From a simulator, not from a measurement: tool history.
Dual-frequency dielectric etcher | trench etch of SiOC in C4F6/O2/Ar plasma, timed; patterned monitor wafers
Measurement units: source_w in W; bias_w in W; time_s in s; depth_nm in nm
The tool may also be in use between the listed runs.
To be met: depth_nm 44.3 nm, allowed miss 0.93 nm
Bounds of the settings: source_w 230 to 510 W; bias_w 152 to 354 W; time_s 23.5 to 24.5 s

run,hour,source_w,bias_w,time_s,depth_nm
1,0,370,253,23.5,51.417
2,8.8,340,248,23.5,49.423
3,15.4,340,271,23.5,50.851
4,17.4,320,265,23.5,49.138
5,19.1,280,265,23.5,46.707
# hour 19.9: source power generator calibrated
6,19.9,260,265,23.5,46.372
7,24.1,250,262,23.5,45.755
8,33,250,259,23.5,45.739
9,41.9,250,256,23.5,45.36
10,45.5,250,255,23.5,45.651

Consider the 5 candidate settings below. Which is the only one whose results all fall within their allowed miss of target?
A,49.1,300,194,24.5,?
B,49.1,230,306,24.5,?
C,49.1,280,230,23.5,?
D,49.1,240,282,24,?
E,49.1,230,272,23.5,?

move,depth_nm
A,47.871
B,47.725
C,46.24
D,46.601
E,44.568
A: the biggest miss grows against the last run
B: the biggest miss grows against the last run
C: the biggest miss grows against the last run
D: the biggest miss grows against the last run
E: all results land within tolerance of their targets
Move E is the one to make.

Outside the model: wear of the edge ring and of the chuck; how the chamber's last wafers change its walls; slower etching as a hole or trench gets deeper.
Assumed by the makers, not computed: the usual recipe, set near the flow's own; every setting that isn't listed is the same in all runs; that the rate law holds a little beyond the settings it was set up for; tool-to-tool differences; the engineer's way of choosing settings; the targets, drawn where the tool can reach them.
